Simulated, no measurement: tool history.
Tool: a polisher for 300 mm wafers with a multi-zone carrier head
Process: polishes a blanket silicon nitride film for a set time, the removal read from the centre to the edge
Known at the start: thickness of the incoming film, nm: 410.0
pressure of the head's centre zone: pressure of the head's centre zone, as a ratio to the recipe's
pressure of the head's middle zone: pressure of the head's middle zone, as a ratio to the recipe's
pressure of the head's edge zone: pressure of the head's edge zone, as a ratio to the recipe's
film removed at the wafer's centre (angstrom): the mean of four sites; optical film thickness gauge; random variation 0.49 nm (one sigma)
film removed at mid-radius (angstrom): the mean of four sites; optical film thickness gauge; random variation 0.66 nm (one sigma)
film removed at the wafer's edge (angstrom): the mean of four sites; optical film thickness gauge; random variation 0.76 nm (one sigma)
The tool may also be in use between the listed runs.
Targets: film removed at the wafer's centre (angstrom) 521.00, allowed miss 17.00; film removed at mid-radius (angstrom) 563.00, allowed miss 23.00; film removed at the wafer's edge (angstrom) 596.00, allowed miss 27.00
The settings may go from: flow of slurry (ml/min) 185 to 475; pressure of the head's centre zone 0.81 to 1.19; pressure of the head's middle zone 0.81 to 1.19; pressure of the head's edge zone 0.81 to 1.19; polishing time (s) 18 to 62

run	day	flow of slurry (ml/min)	pressure of the head's centre zone	pressure of the head's middle zone	pressure of the head's edge zone	polishing time (s)	film removed at the wafer's centre (angstrom)	film removed at mid-radius (angstrom)	film removed at the wafer's edge (angstrom)
1	0.000	305	1.00	1.00	1.00	40	1027.00	1046.90	1058.20
2	0.167	300	0.95	0.96	0.97	33	821.54	846.25	840.35
3	0.283	300	1.00	0.96	0.97	33	858.30	852.50	831.61
4	0.554	290	0.94	0.93	0.98	29	698.11	712.57	743.40
5	0.883	280	0.90	0.91	0.95	27	629.24	666.27	691.95
6	0.942	325	0.90	0.91	0.95	27	632.97	673.87	670.80
7	1.250	325	0.87	0.88	0.94	26	593.33	627.33	674.82
8	1.450	310	0.85	0.89	0.88	21	463.71	511.20	520.86
9	1.583	310	0.86	0.89	0.92	21	477.29	503.61	517.36
10	1.621	310	0.85	0.89	0.94	22	487.30	533.76	556.29
11	1.996	310	0.85	0.89	0.94	22	493.54	538.16	550.63
12	2.358	310	0.85	0.88	0.96	22	494.33	529.79	564.58
13	2.412	310	0.85	0.89	0.97	22	486.29	524.45	566.91
14	2.529	310	0.86	0.90	0.97	22	490.71	529.64	577.65

5 next moves are on the table. One of them brings every result within its allowed miss. Which?
A	2.646	260	0.81	0.88	1.05	23	?	?	?
B	2.646	310	0.81	0.90	1.12	22	?	?	?
C	2.646	300	0.87	0.91	0.98	23	?	?	?
D	2.646	280	0.89	0.85	0.89	23	?	?	?
E	2.646	220	0.89	0.81	0.98	23	?	?	?

move	film removed at the wafer's centre (angstrom)	film removed at mid-radius (angstrom)	film removed at the wafer's edge (angstrom)
A	480.67	542.75	609.75
B	470.20	538.70	611.07
C	526.36	565.88	597.48
D	533.79	533.56	569.03
E	514.71	498.32	580.35
A: further off than the last run
B: further off than the last run
C: meets every target
D: brings the result that was furthest off to its target, and leaves another outside
E: brings the result that was furthest off to its target, and leaves another outside
Move C is the one to make.
